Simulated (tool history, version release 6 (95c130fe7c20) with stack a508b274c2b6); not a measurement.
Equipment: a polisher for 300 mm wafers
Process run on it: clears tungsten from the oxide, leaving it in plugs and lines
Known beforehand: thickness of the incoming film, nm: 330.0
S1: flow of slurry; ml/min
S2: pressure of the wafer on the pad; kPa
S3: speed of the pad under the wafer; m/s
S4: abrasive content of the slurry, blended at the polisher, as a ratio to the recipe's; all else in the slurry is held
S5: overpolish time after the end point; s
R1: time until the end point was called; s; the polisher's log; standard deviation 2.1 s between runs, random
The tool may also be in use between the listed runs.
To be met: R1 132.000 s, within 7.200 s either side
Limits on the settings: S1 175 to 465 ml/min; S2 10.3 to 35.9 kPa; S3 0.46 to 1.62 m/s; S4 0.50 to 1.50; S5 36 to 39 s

Run 1, day 0.000: S1 295 ml/min, S2 22.8 kPa, S3 1.04 m/s, S4 1.00, S5 36 s. Result: R1 98.011 s.
Run 2, day 0.292: S1 295 ml/min, S2 20.7 kPa, S3 1.04 m/s, S4 1.00, S5 36 s. Result: R1 108.280 s.
Run 3, day 0.412: S1 295 ml/min, S2 20.7 kPa, S3 1.20 m/s, S4 1.00, S5 36 s. Result: R1 95.225 s.
Run 4, day 0.712: S1 295 ml/min, S2 20.7 kPa, S3 1.08 m/s, S4 1.00, S5 36 s. Result: R1 103.860 s.
Run 5, day 0.833: S1 295 ml/min, S2 23.4 kPa, S3 1.08 m/s, S4 1.00, S5 36 s. Result: R1 92.578 s.
Run 6, day 0.971: S1 295 ml/min, S2 20.7 kPa, S3 1.06 m/s, S4 1.00, S5 36 s. Result: R1 104.410 s.
Run 7, day 1.183: S1 295 ml/min, S2 18.6 kPa, S3 1.04 m/s, S4 1.00, S5 36 s. Result: R1 118.250 s.
Run 8, day 1.233: S1 295 ml/min, S2 17.9 kPa, S3 1.04 m/s, S4 1.00, S5 36 s. Result: R1 121.440 s.

Of the 4 settings listed for the next run, only one would bring every result within its allowed miss of target. Which one?
Run A, day 1.283: S1 305 ml/min, S2 16.5 kPa, S3 1.06 m/s, S4 1.00, S5 36 s. Result: R1 ?.
Run B, day 1.283: S1 315 ml/min, S2 20.0 kPa, S3 1.08 m/s, S4 0.95, S5 36 s. Result: R1 ?.
Run C, day 1.283: S1 215 ml/min, S2 21.4 kPa, S3 1.02 m/s, S4 1.00, S5 39 s. Result: R1 ?.
Run D, day 1.283: S1 225 ml/min, S2 19.3 kPa, S3 1.06 m/s, S4 1.20, S5 36 s. Result: R1 ?.

move       R1
   A  126.910
   B  105.490
   C  104.500
   D  105.910
A: all results in spec
B: misses by more than the last run did
C: misses by more than the last run did
D: misses by more than the last run did
Correct choice: A, which meets every target

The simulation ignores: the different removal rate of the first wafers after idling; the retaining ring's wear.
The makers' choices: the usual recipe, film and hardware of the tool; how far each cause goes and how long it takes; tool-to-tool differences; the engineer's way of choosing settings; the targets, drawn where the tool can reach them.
